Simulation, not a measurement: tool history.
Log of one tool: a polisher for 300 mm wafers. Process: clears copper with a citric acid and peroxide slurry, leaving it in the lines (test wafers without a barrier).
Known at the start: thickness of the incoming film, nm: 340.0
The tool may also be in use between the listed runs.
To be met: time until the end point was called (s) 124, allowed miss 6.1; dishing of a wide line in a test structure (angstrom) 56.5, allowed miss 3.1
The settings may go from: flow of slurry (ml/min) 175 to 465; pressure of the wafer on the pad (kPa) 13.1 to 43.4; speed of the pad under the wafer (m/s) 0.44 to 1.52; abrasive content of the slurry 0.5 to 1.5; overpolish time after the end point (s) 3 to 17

run	hour	flow of slurry (ml/min)	pressure of the wafer on the pad (kPa)	speed of the pad under the wafer (m/s)	abrasive content of the slurry	overpolish time after the end point (s)	time until the end point was called (s)	dishing of a wide line in a test structure (angstrom)
1	0	295	28.3	0.98	1	9	151.29	132.42
2	6.1	295	28.3	0.98	0.8	9	161.28	126.76
3	13.7	295	28.3	0.98	1	9	148.69	135.9
4	15.9	295	23.4	0.98	1	9	171.83	114.14
5	18.8	295	21.4	1.04	1.1	8	174.64	108.32
6	21.4	330	26.2	0.94	1	7	161.7	99.701
7	24.4	360	28.3	0.84	1.1	6	167.28	82.073
8	29	380	31.7	0.76	1.2	5	164.82	70.316
9	34.7	400	34.5	0.72	1.25	5	160.48	72.476
10	36.9	415	36.5	0.7	1.3	5	154.62	75.048
11	43.4	425	37.9	0.68	1.35	5	151.19	76.718
# hour 48.3: worn pad replaced by a new one
12	48.3	435	39.3	0.66	1.4	5	130.91	87.57
13	54.6	440	39.3	0.64	1.4	5	134.18	86.033
14	60.7	440	39.3	0.64	1.4	5	135.74	84.537
15	64.3	445	40	0.62	1.4	5	139.88	82.985

Which of these 4 next moves meets every target?
A	67.9	440	39.3	0.7	1.35	8	?	?
B	67.9	450	37.9	0.62	1.35	6	?	?
C	67.9	465	42.7	0.64	1.45	7	?	?
D	67.9	400	34.5	0.78	1.5	3	?	?

move	time until the end point was called (s)	dishing of a wide line in a test structure (angstrom)
A	125.12	141.56
B	144.58	93.9
C	124.38	125.66
D	122.68	56.241
A: further off than the last run
B: further off than the last run
C: further off than the last run
D: meets every target
Answer: D
